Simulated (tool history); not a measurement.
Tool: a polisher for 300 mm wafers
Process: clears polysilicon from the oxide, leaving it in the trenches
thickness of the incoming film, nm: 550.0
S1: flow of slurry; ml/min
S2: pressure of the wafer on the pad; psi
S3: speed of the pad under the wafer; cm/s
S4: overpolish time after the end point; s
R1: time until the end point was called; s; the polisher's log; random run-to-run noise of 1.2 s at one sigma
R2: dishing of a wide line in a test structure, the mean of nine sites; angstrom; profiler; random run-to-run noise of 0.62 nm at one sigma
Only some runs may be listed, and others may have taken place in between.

| run | hour | S1 | S2 | S3 | S4 | R1 | R2 |
|---|---|---|---|---|---|---|---|
| 1 | 0.0 | 150 | 2.2 | 108 | 25 | 61.343 | 629.91 |
| 2 | 5.5 | 155 | 2.1 | 108 | 20 | 61.225 | 609.03 |
| 3 | 7.1 | 180 | 1.8 | 114 | 16 | 69.317 | 535.15 |
| 4 | 12.5 | 195 | 1.6 | 130 | 14 | 67.040 | 500.25 |
| 5 | 13.7 | 205 | 1.4 | 142 | 12 | 69.401 | 458.04 |
| 6 | 14.5 | 205 | 1.4 | 160 | 12 | 63.254 | 493.93 |
| 7 | 23.5 | 215 | 1.4 | 154 | 11 | 65.091 | 472.24 |
| 8 | 32.3 | 215 | 1.4 | 154 | 11 | 67.470 | 465.98 |
| 9 | 37.3 | 220 | 1.4 | 158 | 10 | 64.421 | 445.83 |
| 10 | 40.8 | 225 | 1.5 | 152 | 9 | 62.642 | 445.73 |

What does the tool deliver on the next run?
| 11 | 45.3 | 225 | 1.5 | 144 | 9 | ? | ? |

{"run 11": {"R1": 64.173, "R2": 411.64}}

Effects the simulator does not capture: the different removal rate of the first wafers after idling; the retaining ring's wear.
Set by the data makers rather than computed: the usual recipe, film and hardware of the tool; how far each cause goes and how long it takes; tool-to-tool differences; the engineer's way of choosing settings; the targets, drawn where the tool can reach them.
